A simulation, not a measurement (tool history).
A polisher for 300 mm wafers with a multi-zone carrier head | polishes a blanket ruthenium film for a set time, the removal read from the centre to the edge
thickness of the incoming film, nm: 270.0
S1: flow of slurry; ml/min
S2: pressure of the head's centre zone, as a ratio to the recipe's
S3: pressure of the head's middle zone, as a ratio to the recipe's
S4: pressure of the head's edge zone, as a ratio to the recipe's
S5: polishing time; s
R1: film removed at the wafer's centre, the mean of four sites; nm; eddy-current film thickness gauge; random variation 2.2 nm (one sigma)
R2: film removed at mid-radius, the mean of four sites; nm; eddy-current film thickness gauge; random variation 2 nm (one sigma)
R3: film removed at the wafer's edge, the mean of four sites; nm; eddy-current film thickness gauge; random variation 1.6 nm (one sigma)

run  hour   S1    S2    S3    S4  S5      R1      R2      R3
  1     0  140     1     1     1  56  94.841  93.577  94.552
  2   7.4  150  1.03  1.04     1  59  104.78  105.96  99.957
  3  14.3  160  1.06  1.06  1.01  61  110.71  110.71   108.3
  4  21.7  160  1.06  1.06  1.01  51  94.765  91.531  88.875
  5  27.4  165  1.09  1.08  0.99  55  103.84     101  94.662
  6  30.5  170  1.11   1.1  0.98  59  113.77  111.04  102.64
  7  34.3  175  1.13  1.12  0.97  62  120.95  119.26  107.26
  8  42.9  180  1.14  1.13  0.96  64  126.18  126.92  108.58

Forecast run 9:
  9  50.1  185  1.15  1.13  0.96  66   ?   ?   ?

R1: 132.68 nm
R2: 127.57 nm
R3: 111.8 nm
